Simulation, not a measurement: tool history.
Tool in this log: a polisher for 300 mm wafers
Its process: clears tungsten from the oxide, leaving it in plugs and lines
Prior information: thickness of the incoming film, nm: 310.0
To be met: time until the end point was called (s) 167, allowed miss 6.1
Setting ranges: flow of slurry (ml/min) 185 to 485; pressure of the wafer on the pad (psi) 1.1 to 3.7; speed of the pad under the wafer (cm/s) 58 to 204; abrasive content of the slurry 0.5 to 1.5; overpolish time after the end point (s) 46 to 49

run	hour	flow of slurry (ml/min)	pressure of the wafer on the pad (psi)	speed of the pad under the wafer (cm/s)	abrasive content of the slurry	overpolish time after the end point (s)	time until the end point was called (s)
1	0	310	2.4	130	1	46	85.448
2	5.7	310	2.2	128	1	46	94.009
3	14.6	310	2.6	128	1	46	80.564
4	17.5	310	2.6	128	1	49	80.723
5	25.8	310	2.6	128	1.2	49	79.157
6	29.6	310	2.6	128	1.05	49	78.705
7	35.2	310	2.4	126	1.05	49	87.608
8	42.5	310	2.2	124	1.05	49	93.861
9	44.8	310	2.2	124	1.05	49	95.549
10	48.7	310	1.6	108	1.05	49	143.57
11	52.9	310	1.5	108	1.05	49	154.86

4 next moves are on the table. One of them brings every result within its allowed miss. Which?
A	57.1	275	1.3	120	1.05	46	?
B	57.1	320	1.8	94	1.1	49	?
C	57.1	355	1.7	112	0.9	46	?
D	57.1	320	1.7	98	1.05	46	?

move	time until the end point was called (s)
A	168.53
B	144.94
C	138.1
D	149.77
A: in spec on every target
B: its largest miss is bigger than the last run's
C: its largest miss is bigger than the last run's
D: its largest miss is bigger than the last run's
Correct choice: A, which meets every target

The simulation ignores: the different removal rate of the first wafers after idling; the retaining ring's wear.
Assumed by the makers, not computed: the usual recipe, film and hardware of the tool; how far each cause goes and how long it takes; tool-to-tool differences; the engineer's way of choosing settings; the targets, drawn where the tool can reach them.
